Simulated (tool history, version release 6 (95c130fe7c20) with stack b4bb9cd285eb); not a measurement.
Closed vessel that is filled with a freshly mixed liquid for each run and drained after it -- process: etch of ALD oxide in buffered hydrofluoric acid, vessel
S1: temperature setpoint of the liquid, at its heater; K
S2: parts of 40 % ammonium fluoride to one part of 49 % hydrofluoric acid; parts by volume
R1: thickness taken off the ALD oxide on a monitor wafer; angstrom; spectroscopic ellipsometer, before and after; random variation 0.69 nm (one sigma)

run 1 day=0 | S1=297.15 S2=22 time_in_the_liquid_(s)=100 | R1=809.44
run 2 day=0.312 | S1=297.15 S2=17.5 time_in_the_liquid_(s)=100 | R1=981.32
run 3 day=0.454 | S1=297.15 S2=17.5 time_in_the_liquid_(s)=110 | R1=1116.5
run 4 day=0.767 | S1=295.65 S2=18 time_in_the_liquid_(s)=110 | R1=990.71
run 5 day=1.021 | S1=295.65 S2=18 time_in_the_liquid_(s)=100 | R1=911.02
run 6 day=1.167 | S1=294.15 S2=18.5 time_in_the_liquid_(s)=100 | R1=805.7
run 7 day=1.412 | S1=293.65 S2=18.5 time_in_the_liquid_(s)=100 | R1=777.44

Run 8, settings as shown, results not yet in. Your forecast:
run 8 day=1.488 | S1=293.15 S2=18.5 time_in_the_liquid_(s)=100 | R1=?

{"run 8": {"R1": 752.12}}
